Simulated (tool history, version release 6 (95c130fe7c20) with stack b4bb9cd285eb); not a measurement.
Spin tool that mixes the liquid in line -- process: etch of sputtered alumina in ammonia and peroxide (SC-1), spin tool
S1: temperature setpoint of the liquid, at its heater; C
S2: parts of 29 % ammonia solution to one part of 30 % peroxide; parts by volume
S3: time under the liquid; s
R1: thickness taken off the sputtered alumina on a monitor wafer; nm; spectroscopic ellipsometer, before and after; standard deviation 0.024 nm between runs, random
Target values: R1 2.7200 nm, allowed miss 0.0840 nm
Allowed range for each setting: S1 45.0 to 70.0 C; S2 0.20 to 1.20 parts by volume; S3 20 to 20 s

run	hour	S1	S2	S3	R1
1	0.0	61.0	0.85	20	3.7531
2	5.5	59.0	0.85	20	3.3151
3	13.1	58.0	0.85	20	3.1906
4	20.7	58.0	0.70	20	3.1046
5	29.2	52.0	0.70	20	2.2402
6	33.7	52.0	0.70	20	2.2847
7	39.2	53.0	0.70	20	2.3820
8	41.7	54.0	0.70	20	2.5546
9	49.4	54.5	0.70	20	2.5988

Which of these 5 next moves meets every target?
A	57.1	54.0	0.80	20	?
B	57.1	53.0	0.65	20	?
C	57.1	55.5	1.00	20	?
D	57.1	55.0	0.80	20	?
E	57.1	56.5	0.60	20	?

move	R1
A	2.5653
B	2.3838
C	2.8377
D	2.7057
E	2.8501
A: its largest miss is bigger than the last run's
B: its largest miss is bigger than the last run's
C: carries the result that was furthest off beyond its target, to the other side
D: every result within its allowed miss
E: carries the result that was furthest off beyond its target, to the other side
D meets every target.
